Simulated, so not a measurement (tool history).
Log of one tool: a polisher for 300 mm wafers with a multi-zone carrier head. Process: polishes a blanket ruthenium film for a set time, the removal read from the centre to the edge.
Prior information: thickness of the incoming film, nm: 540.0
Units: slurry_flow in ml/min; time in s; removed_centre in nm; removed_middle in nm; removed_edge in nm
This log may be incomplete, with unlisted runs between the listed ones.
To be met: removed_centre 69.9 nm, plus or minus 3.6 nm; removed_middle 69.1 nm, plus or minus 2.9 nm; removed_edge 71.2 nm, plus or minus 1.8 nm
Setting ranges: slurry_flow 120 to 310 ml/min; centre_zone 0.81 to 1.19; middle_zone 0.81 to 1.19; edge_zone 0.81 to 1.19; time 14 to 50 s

Run 1, hour 0: slurry_flow 200 ml/min, centre_zone 1, middle_zone 1, edge_zone 1, time 32 s. Result: removed_centre 56.67 nm, removed_middle 58.416 nm, removed_edge 58.115 nm.
Run 2, hour 9: slurry_flow 200 ml/min, centre_zone 1.06, middle_zone 1, edge_zone 1, time 32 s. Result: removed_centre 62.171 nm, removed_middle 57.193 nm, removed_edge 58.029 nm.
Run 3, hour 9.9: slurry_flow 200 ml/min, centre_zone 1.06, middle_zone 1, edge_zone 0.92, time 32 s. Result: removed_centre 60.616 nm, removed_middle 56.973 nm, removed_edge 55.863 nm.
Run 4, hour 11.4: slurry_flow 205 ml/min, centre_zone 1.06, middle_zone 1, edge_zone 0.95, time 32 s. Result: removed_centre 61.876 nm, removed_middle 57.688 nm, removed_edge 56.841 nm.
Run 5, hour 13.8: slurry_flow 210 ml/min, centre_zone 1.05, middle_zone 1, edge_zone 0.97, time 32 s. Result: removed_centre 60.358 nm, removed_middle 58.171 nm, removed_edge 57.229 nm.
Run 6, hour 14.5: slurry_flow 210 ml/min, centre_zone 1.05, middle_zone 1, edge_zone 0.99, time 33 s. Result: removed_centre 61.596 nm, removed_middle 59.197 nm, removed_edge 59.417 nm.
Run 7, hour 17.3: slurry_flow 210 ml/min, centre_zone 1.05, middle_zone 1, edge_zone 1, time 34 s. Result: removed_centre 64.265 nm, removed_middle 61.267 nm, removed_edge 62.588 nm.
Run 8, hour 25.1: slurry_flow 215 ml/min, centre_zone 1.05, middle_zone 1.01, edge_zone 1.01, time 34 s. Result: removed_centre 65.122 nm, removed_middle 61.828 nm, removed_edge 62.468 nm.

Which one of the following 5 next-run settings gets every result inside its allowed miss? There is exactly one.
Run A, hour 32.9: slurry_flow 230 ml/min, centre_zone 0.94, middle_zone 0.91, edge_zone 1.04, time 35 s. Result: removed_centre ?, removed_middle ?, removed_edge ?.
Run B, hour 32.9: slurry_flow 165 ml/min, centre_zone 0.94, middle_zone 0.83, edge_zone 1.07, time 44 s. Result: removed_centre ?, removed_middle ?, removed_edge ?.
Run C, hour 32.9: slurry_flow 290 ml/min, centre_zone 1.02, middle_zone 1, edge_zone 1.09, time 36 s. Result: removed_centre ?, removed_middle ?, removed_edge ?.
Run D, hour 32.9: slurry_flow 235 ml/min, centre_zone 0.98, middle_zone 0.96, edge_zone 1.08, time 39 s. Result: removed_centre ?, removed_middle ?, removed_edge ?.
Run E, hour 32.9: slurry_flow 265 ml/min, centre_zone 1, middle_zone 0.87, edge_zone 1.16, time 38 s. Result: removed_centre ?, removed_middle ?, removed_edge ?.

move  removed_centre  removed_middle  removed_edge
   A          58.445          60.682        65.762
   B          69.066          66.928        80.601
   C           67.34          69.406        70.621
   D          68.159           70.89        74.777
   E          68.857          64.579        76.509
A: nearer the targets than the last run, but a result is still out of spec
B: the result that was furthest off in the last run now lies on the other side of its target
C: every result lands within tolerance
D: the result that was furthest off in the last run now lies on the other side of its target
E: the result that was furthest off in the last run now lies on the other side of its target
The right move is C.
